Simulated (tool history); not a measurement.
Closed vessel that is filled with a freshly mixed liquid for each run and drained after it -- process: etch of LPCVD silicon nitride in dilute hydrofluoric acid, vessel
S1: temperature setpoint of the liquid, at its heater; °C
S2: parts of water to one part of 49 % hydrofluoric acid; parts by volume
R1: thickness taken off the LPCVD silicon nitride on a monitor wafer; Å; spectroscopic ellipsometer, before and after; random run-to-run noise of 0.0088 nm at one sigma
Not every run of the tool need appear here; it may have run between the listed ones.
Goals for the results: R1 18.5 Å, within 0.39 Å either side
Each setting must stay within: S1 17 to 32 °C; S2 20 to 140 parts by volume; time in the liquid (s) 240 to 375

run 1 hour=0 | S1=24 S2=75 time_in_the_liquid_(s)=375 | R1=28.893
run 2 hour=7.3 | S1=24 S2=75 time_in_the_liquid_(s)=375 | R1=29.094
run 3 hour=11.4 | S1=23 S2=75 time_in_the_liquid_(s)=375 | R1=27.283
run 4 hour=18.3 | S1=23 S2=100 time_in_the_liquid_(s)=375 | R1=20.342
run 5 hour=24.1 | S1=25.5 S2=100 time_in_the_liquid_(s)=375 | R1=24.12
run 6 hour=25.9 | S1=25 S2=100 time_in_the_liquid_(s)=375 | R1=23.107
run 7 hour=27.9 | S1=21 S2=100 time_in_the_liquid_(s)=375 | R1=17.914
-- hour=32.2 thermometer replaced
run 8 hour=32.2 | S1=21.5 S2=100 time_in_the_liquid_(s)=375 | R1=16.345
run 9 hour=35.2 | S1=25.5 S2=100 time_in_the_liquid_(s)=375 | R1=21.125
run 10 hour=42.4 | S1=25 S2=100 time_in_the_liquid_(s)=375 | R1=20.491
run 11 hour=44.8 | S1=24.5 S2=100 time_in_the_liquid_(s)=375 | R1=19.916
run 12 hour=50.9 | S1=23 S2=100 time_in_the_liquid_(s)=375 | R1=18.059

4 next moves are on the table. One of them brings every result within its allowed miss. Which?
run A hour=57 | S1=26.5 S2=120 time_in_the_liquid_(s)=365 | R1=?
run B hour=57 | S1=23 S2=100 time_in_the_liquid_(s)=360 | R1=?
run C hour=57 | S1=23.5 S2=100 time_in_the_liquid_(s)=355 | R1=?
run D hour=57 | S1=22 S2=80 time_in_the_liquid_(s)=315 | R1=?

move=A R1=18.485
move=B R1=17.383
move=C R1=17.719
move=D R1=17.711
A: all results in spec
B: its largest miss is bigger than the last run's
C: its largest miss is bigger than the last run's
D: its largest miss is bigger than the last run's
The move that meets every target is A.

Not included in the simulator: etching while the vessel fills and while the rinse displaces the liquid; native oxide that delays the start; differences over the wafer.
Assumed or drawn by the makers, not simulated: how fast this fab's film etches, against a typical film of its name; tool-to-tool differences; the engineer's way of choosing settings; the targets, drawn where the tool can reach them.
